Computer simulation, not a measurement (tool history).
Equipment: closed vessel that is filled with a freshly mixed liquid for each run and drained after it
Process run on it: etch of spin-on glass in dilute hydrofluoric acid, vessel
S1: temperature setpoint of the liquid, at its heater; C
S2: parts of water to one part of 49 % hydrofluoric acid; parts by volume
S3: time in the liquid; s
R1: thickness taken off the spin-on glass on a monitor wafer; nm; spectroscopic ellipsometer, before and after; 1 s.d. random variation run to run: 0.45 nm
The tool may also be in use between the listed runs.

{"run": 1, "hour": 0.0, "S1": 25, "S2": 265, "S3": 475, "R1": 49.859}
{"run": 2, "hour": 3.9, "S1": 25, "S2": 175, "S3": 475, "R1": 83.008}
{"run": 3, "hour": 7.7, "S1": 25, "S2": 175, "S3": 510, "R1": 89.312}
{"run": 4, "hour": 11.7, "S1": 26.5, "S2": 175, "S3": 510, "R1": 94.08}
{"run": 5, "hour": 15.8, "S1": 26.5, "S2": 175, "S3": 510, "R1": 94.631}
{"run": 6, "hour": 18.6, "S1": 27.5, "S2": 175, "S3": 510, "R1": 97.332}
{"run": 7, "hour": 27.3, "S1": 27.5, "S2": 175, "S3": 510, "R1": 97.689}

Run 8, settings as shown, results not yet in. Your forecast:
{"run": 8, "hour": 33.2, "S1": 28.5, "S2": 175, "S3": 510, "R1": "?"}

{"run 8": {"R1": 101.19}}
